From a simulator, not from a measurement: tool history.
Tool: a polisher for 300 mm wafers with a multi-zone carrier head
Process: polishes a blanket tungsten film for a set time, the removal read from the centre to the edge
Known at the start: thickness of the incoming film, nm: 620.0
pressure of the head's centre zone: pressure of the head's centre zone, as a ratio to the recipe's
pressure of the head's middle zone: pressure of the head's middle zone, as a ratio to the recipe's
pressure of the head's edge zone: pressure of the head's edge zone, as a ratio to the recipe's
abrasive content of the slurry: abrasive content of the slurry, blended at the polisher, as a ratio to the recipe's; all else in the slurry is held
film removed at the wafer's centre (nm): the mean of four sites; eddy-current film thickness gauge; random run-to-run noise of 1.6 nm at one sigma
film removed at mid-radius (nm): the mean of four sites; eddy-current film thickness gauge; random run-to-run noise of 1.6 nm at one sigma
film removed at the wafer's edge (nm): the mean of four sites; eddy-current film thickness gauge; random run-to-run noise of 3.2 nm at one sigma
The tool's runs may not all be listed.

run	hour	flow of slurry (ml/min)	pressure of the head's centre zone	pressure of the head's middle zone	pressure of the head's edge zone	abrasive content of the slurry	polishing time (s)	film removed at the wafer's centre (nm)	film removed at mid-radius (nm)	film removed at the wafer's edge (nm)
1	0	295	1	1	1	1	32	157.73	160.67	158.06
2	5.5	305	1.02	1.03	1.01	1.1	33	171.9	175.66	174.44
3	7.3	305	1.02	1.03	1.01	1.1	28	145.79	149.73	141.9
4	13.8	315	1.04	1.06	1	1.15	29	156.59	160.35	151.05
5	21	315	1.04	1.06	1	1.15	26	140.19	144.86	139.63
6	26.5	365	1.04	1.06	1	1.15	26	142.9	148.15	136.04

Run 7 is up next; what results do you expect?
# hour 32.6: worn pad replaced by a new one
7	32.6	375	1.06	1.08	0.99	1.2	28	?	?	?

For run 7 the tool returned film removed at the wafer's centre (nm) 169.18, film removed at mid-radius (nm) 176.37, film removed at the wafer's edge (nm) 155.93.
